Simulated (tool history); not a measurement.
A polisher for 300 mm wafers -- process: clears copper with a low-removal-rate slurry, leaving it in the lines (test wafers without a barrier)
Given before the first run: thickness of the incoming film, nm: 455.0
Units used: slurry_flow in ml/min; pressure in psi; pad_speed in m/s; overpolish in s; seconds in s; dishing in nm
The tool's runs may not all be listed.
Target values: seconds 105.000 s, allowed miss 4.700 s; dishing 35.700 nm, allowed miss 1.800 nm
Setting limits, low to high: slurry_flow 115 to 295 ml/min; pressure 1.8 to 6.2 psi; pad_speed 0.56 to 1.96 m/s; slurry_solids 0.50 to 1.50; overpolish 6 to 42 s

run  hour  slurry_flow  pressure  pad_speed  slurry_solids  overpolish  seconds  dishing
  1   0.0          190       4.0       1.26           1.00          21   95.579   58.820
  2   1.8          190       4.0       1.44           1.00          21   82.832   63.132
  3   7.7          190       3.6       1.44           1.00          21   92.487   57.968
  4  11.7          190       3.6       1.32           1.00          21   99.983   56.329
  5  14.6          190       3.5       1.34           1.00          19  103.880   52.253
  6  16.7          190       3.5       1.46           1.00          19   92.813   55.069
  7  24.3          190       2.8       1.50           1.00           9  114.200   26.409
  8  30.7          190       2.9       1.48           1.00          10  109.660   29.432

Of the 4 settings listed for the next run, only one would bring every result within its allowed miss of target. Which one?
  A  37.1          155       2.9       1.34           1.20          12        ?        ?
  B  37.1          190       2.3       1.66           1.15          10        ?        ?
  C  37.1          210       2.8       1.56           1.10          12        ?        ?
  D  37.1          175       3.4       1.48           1.00          13        ?        ?

move  seconds  dishing
   A  119.570   32.743
   B  119.710   27.915
   C  105.670   36.064
   D   96.846   41.388
A: nearer than the last run, and not there yet
B: misses by more than the last run did
C: every result within its allowed miss
D: pushes the last run's worst result past its target
Move C is the one to make.
